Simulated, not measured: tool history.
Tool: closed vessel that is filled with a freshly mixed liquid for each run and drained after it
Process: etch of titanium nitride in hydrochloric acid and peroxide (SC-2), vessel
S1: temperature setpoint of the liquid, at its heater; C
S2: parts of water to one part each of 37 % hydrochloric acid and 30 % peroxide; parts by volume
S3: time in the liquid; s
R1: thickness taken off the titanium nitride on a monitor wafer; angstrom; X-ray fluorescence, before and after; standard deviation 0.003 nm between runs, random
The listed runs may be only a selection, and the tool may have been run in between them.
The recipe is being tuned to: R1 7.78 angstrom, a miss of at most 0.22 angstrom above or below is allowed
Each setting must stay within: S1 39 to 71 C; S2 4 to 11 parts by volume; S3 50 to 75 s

{"run": 1, "hour": 0.0, "S1": 55, "S2": 6, "S3": 75, "R1": 20.075}
{"run": 2, "hour": 2.5, "S1": 50, "S2": 6, "S3": 75, "R1": 14.34}
{"run": 3, "hour": 9.3, "S1": 50, "S2": 4, "S3": 75, "R1": 19.069}
{"run": 4, "hour": 16.6, "S1": 47.5, "S2": 4.5, "S3": 75, "R1": 14.991}
{"run": 5, "hour": 17.2, "S1": 41, "S2": 4.5, "S3": 75, "R1": 9.5819}
{"run": 6, "hour": 26.0, "S1": 41, "S2": 4.5, "S3": 50, "R1": 6.3768}
{"run": 7, "hour": 30.7, "S1": 41.5, "S2": 4.5, "S3": 50, "R1": 6.5852}
{"run": 8, "hour": 34.4, "S1": 42, "S2": 4.5, "S3": 50, "R1": 6.816}
{"run": 9, "hour": 35.3, "S1": 42.5, "S2": 4.5, "S3": 50, "R1": 7.0206}
{"run": 10, "hour": 42.9, "S1": 43, "S2": 4.5, "S3": 50, "R1": 7.3388}
{"run": 11, "hour": 44.5, "S1": 43.5, "S2": 4.5, "S3": 50, "R1": 7.5879}

Next run, 4 choices. One meets every target within its allowed miss, the rest don't. Which?
{"run": "A", "hour": 46.1, "S1": 39, "S2": 4.5, "S3": 70, "R1": "?"}
{"run": "B", "hour": 46.1, "S1": 39.5, "S2": 4, "S3": 60, "R1": "?"}
{"run": "C", "hour": 46.1, "S1": 41, "S2": 5, "S3": 60, "R1": "?"}
{"run": "D", "hour": 46.1, "S1": 40.5, "S2": 4.5, "S3": 60, "R1": "?"}

move=A R1=7.6844
move=B R1=7.3947
move=C R1=7.0494
move=D R1=7.3281
A: all results land within tolerance of their targets
B: further off than the last run
C: further off than the last run
D: further off than the last run
Move A is the one to make.
